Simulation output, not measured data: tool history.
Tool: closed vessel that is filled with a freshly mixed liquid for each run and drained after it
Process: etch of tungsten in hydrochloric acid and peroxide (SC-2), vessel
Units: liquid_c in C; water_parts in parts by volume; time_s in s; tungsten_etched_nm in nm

run	hour	liquid_c	water_parts	time_s	tungsten_etched_nm
1	0	46	6	30	6.9877
2	5.1	49	6	30	8.5127
3	9	49	6	30	8.4379
4	14.2	48	6	30	8.0621
5	23	48	8	30	6.325
6	26.9	48	6	30	8.0891

Run 7 comes next. What will it give?
7	30.9	47	6	30	?

{"run 7": {"tungsten_etched_nm": 7.5211}}
